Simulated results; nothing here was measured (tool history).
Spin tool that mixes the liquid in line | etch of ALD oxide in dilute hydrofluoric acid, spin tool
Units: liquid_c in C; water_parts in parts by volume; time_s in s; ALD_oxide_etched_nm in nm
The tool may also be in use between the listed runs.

run 1 hour=0 | liquid_c=22 water_parts=270 time_s=270 | ALD_oxide_etched_nm=9.3132
run 2 hour=8.5 | liquid_c=23 water_parts=265 time_s=270 | ALD_oxide_etched_nm=9.9187
run 3 hour=13.9 | liquid_c=23.5 water_parts=265 time_s=270 | ALD_oxide_etched_nm=10.186
run 4 hour=19 | liquid_c=25.5 water_parts=265 time_s=270 | ALD_oxide_etched_nm=10.816
run 5 hour=21.8 | liquid_c=25.5 water_parts=210 time_s=270 | ALD_oxide_etched_nm=14.69
run 6 hour=25.5 | liquid_c=25 water_parts=210 time_s=270 | ALD_oxide_etched_nm=14.358

The next listed run, before its measurement:
run 7 hour=29.2 | liquid_c=25 water_parts=210 time_s=270 | ALD_oxide_etched_nm=?

ALD_oxide_etched_nm: 14.38 nm
